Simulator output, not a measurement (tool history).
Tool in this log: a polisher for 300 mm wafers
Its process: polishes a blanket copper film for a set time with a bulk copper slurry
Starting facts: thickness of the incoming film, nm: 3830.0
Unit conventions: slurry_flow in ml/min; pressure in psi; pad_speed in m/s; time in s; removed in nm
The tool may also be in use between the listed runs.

run,hour,slurry_flow,pressure,pad_speed,slurry_solids,time,removed
1,0.0,140,1.9,1.32,1.00,39,277.42
2,4.2,135,1.8,1.32,1.00,39,261.35
3,10.6,130,1.7,1.32,1.00,39,245.44
4,12.6,130,1.7,1.32,0.80,39,231.43
5,21.1,130,1.7,1.32,0.65,39,208.46
6,24.6,130,1.7,1.32,0.65,35,191.75

Run 7 has not been measured yet. What should we expect?
# hour 26.3: slurry nozzle cleaned
7,26.3,140,1.8,1.32,0.65,35,?

{"run 7": {"removed": 211.39}}

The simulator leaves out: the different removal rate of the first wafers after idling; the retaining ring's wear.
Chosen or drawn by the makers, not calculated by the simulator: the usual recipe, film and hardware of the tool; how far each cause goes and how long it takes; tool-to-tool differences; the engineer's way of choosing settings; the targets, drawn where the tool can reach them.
